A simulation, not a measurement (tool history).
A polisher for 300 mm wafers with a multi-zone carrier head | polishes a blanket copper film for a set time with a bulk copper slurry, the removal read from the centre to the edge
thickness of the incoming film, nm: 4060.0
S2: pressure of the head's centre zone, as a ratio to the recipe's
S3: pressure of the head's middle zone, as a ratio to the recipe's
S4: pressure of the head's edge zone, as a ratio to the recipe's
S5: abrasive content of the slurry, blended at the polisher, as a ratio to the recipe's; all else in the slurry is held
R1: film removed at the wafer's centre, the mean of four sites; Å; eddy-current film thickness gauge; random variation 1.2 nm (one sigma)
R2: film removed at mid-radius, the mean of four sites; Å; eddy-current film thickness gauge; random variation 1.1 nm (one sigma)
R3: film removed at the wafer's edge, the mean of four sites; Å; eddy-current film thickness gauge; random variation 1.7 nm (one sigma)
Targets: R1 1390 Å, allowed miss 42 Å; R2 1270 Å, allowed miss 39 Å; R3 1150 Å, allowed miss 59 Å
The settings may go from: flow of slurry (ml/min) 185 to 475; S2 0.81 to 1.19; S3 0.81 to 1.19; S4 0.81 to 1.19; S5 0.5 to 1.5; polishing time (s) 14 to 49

Run 1, hour 0: flow of slurry (ml/min) 305, S2 1, S3 1, S4 1, S5 1, polishing time (s) 31. Result: R1 2441.5 Å, R2 2530.1 Å, R3 2599.7 Å.
Run 2, hour 4.9: flow of slurry (ml/min) 280, S2 1.03, S3 1, S4 0.96, S5 0.9, polishing time (s) 28. Result: R1 2244.8 Å, R2 2237.8 Å, R3 2234.4 Å.
Run 3, hour 9.5: flow of slurry (ml/min) 280, S2 1.03, S3 1, S4 0.89, S5 0.9, polishing time (s) 28. Result: R1 2209.5 Å, R2 2226.2 Å, R3 2133.6 Å.
Run 4, hour 12.2: flow of slurry (ml/min) 270, S2 1.04, S3 1, S4 0.87, S5 0.8, polishing time (s) 25. Result: R1 1935.3 Å, R2 1950.9 Å, R3 1869.6 Å.
Run 5, hour 19.9: flow of slurry (ml/min) 260, S2 1.07, S3 1.01, S4 0.86, S5 0.75, polishing time (s) 23. Result: R1 1813.7 Å, R2 1750.5 Å, R3 1686.6 Å.
Run 6, hour 21.6: flow of slurry (ml/min) 260, S2 1.09, S3 1.03, S4 0.85, S5 0.7, polishing time (s) 21. Result: R1 1640.9 Å, R2 1616.7 Å, R3 1449 Å.
Run 7, hour 30.5: flow of slurry (ml/min) 245, S2 1.13, S3 0.95, S4 0.82, S5 0.5, polishing time (s) 17. Result: R1 1287.2 Å, R2 1140.6 Å, R3 1081.9 Å.
At hour 32.1: centre zone pressure recalibrated.
Run 8, hour 32.1: flow of slurry (ml/min) 260, S2 1.13, S3 0.96, S4 0.83, S5 0.5, polishing time (s) 17. Result: R1 1335.4 Å, R2 1147 Å, R3 1117.2 Å.

Which of these 5 next moves meets every target?
Run A, hour 33.7: flow of slurry (ml/min) 185, S2 1.18, S3 1.14, S4 0.81, S5 0.5, polishing time (s) 16. Result: R1 ?, R2 ?, R3 ?.
Run B, hour 33.7: flow of slurry (ml/min) 245, S2 1, S3 0.98, S4 0.87, S5 0.5, polishing time (s) 20. Result: R1 ?, R2 ?, R3 ?.
Run C, hour 33.7: flow of slurry (ml/min) 400, S2 1.14, S3 0.83, S4 0.99, S5 0.5, polishing time (s) 15. Result: R1 ?, R2 ?, R3 ?.
Run D, hour 33.7: flow of slurry (ml/min) 270, S2 1.02, S3 0.89, S4 0.94, S5 0.5, polishing time (s) 18. Result: R1 ?, R2 ?, R3 ?.
Run E, hour 33.7: flow of slurry (ml/min) 205, S2 1.11, S3 1.04, S4 0.81, S5 0.6, polishing time (s) 18. Result: R1 ?, R2 ?, R3 ?.

move      R1      R2      R3
   A  1265.3  1150.8  977.23
   B  1408.7    1373  1307.2
   C  1274.5  982.95  1084.5
   D    1311  1181.9  1231.9
   E  1416.2  1291.3  1156.6
A: as far off as the last run
B: takes the result that was furthest off past its target
C: further off than the last run
D: nearer than the last run, and not there yet
E: meets every target
Answer: E
